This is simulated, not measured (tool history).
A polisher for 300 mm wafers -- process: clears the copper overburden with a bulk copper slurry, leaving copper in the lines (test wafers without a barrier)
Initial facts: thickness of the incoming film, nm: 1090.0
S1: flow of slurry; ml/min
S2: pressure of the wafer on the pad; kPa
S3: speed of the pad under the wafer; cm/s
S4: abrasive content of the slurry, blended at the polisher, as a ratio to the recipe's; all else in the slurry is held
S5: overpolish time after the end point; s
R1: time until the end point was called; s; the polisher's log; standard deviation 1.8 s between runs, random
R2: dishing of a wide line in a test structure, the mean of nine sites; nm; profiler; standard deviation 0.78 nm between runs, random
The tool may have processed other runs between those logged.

run  hour   S1    S2   S3    S4  S5       R1      R2
  1   0.0  320  22.1  124  1.00  10  106.300  57.990
  2   6.2  320  22.1  124  1.20  10  104.450  61.241
  3  10.7  320  22.1  140  1.20  10   99.369  63.127
  4  15.4  325  22.1  142  1.10   9   98.602  61.082
  5  16.0  300  24.1  128  1.00   8  102.740  54.769
  6  20.3  300  24.1  128  1.00  11   98.355  63.483
  7  25.4  280  26.2  120  0.90  10  101.030  61.492
  8  27.5  370  20.0  150  1.15   5   95.810  38.871
  9  28.1  385  18.6  152  1.20   3   98.958  24.709
 10  31.4  380  18.6  152  1.20   3   96.179  24.151

The next listed run, before its measurement:
 11  32.4  375  18.6  152  1.20   3   ?   ?

{"run 11": {"R1": 101.62, "R2": 25.248}}

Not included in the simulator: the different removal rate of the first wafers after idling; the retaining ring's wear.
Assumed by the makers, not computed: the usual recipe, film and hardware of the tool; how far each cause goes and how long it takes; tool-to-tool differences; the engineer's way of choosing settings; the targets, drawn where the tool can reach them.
